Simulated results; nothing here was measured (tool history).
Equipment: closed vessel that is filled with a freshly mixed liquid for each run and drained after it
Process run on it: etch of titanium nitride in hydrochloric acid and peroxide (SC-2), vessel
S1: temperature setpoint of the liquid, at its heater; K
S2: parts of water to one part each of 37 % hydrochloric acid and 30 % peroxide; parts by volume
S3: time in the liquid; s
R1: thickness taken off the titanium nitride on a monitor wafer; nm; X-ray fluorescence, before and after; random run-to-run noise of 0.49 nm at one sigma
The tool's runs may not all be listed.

{"run": 1, "day": 0.0, "S1": 324.15, "S2": 7.0, "S3": 830, "R1": 32.973}
{"run": 2, "day": 0.117, "S1": 320.15, "S2": 7.0, "S3": 830, "R1": 25.192}
{"run": 3, "day": 0.346, "S1": 320.15, "S2": 8.0, "S3": 830, "R1": 22.796}
{"run": 4, "day": 0.483, "S1": 321.65, "S2": 8.0, "S3": 830, "R1": 25.017}
{"run": 5, "day": 0.721, "S1": 323.15, "S2": 8.0, "S3": 830, "R1": 27.687}
{"run": 6, "day": 0.938, "S1": 324.65, "S2": 8.0, "S3": 830, "R1": 30.071}
{"run": 7, "day": 1.308, "S1": 325.65, "S2": 8.0, "S3": 830, "R1": 32.424}
{"run": 8, "day": 1.467, "S1": 326.65, "S2": 8.0, "S3": 830, "R1": 34.853}
{"run": 9, "day": 1.562, "S1": 327.65, "S2": 8.0, "S3": 830, "R1": 37.517}
{"run": 10, "day": 1.85, "S1": 328.15, "S2": 8.0, "S3": 830, "R1": 37.796}
{"run": 11, "day": 2.117, "S1": 328.65, "S2": 8.0, "S3": 830, "R1": 39.827}
{"run": 12, "day": 2.383, "S1": 329.15, "S2": 8.0, "S3": 830, "R1": 41.006}
{"run": 13, "day": 2.442, "S1": 329.65, "S2": 8.0, "S3": 830, "R1": 42.187}
{"run": 14, "day": 2.629, "S1": 330.15, "S2": 8.0, "S3": 830, "R1": 44.491}

What does the tool deliver on the next run?
{"run": 15, "day": 2.925, "S1": 330.65, "S2": 8.0, "S3": 830, "R1": "?"}

Run 15 yielded R1 45.348 nm.

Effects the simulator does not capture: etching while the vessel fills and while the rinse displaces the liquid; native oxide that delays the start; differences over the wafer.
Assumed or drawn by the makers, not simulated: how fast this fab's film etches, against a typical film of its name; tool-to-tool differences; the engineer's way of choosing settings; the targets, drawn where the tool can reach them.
